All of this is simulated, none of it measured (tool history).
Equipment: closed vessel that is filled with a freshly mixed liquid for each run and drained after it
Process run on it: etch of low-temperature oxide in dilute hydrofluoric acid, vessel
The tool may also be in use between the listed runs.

run  hour  temperature setpoint of the liquid (K)  parts of water to one part of 49 % hydrofluoric acid (parts by volume)  time in the liquid (s)  thickness taken off the low-temperature oxide on a monitor wafer (Å)
  1   0.0                                  296.15                                                                      90                     130                                                               151.460
  2   1.0                                  296.15                                                                      90                     140                                                               160.640
  3   6.1                                  294.65                                                                     100                     140                                                               136.140
  4   6.9                                  293.65                                                                     105                     140                                                               122.980
  5  10.8                                  297.15                                                                     105                     140                                                               142.170
  6  17.3                                  297.15                                                                     105                     130                                                               130.980
  7  22.4                                  295.65                                                                     110                     130                                                               117.180
  8  27.6                                  294.15                                                                     115                     130                                                               105.620

Run 9 is up next; what results do you expect?
  9  36.4                                  293.15                                                                     120                     130                                                                     ?

thickness taken off the low-temperature oxide on a monitor wafer (Å): 96.836
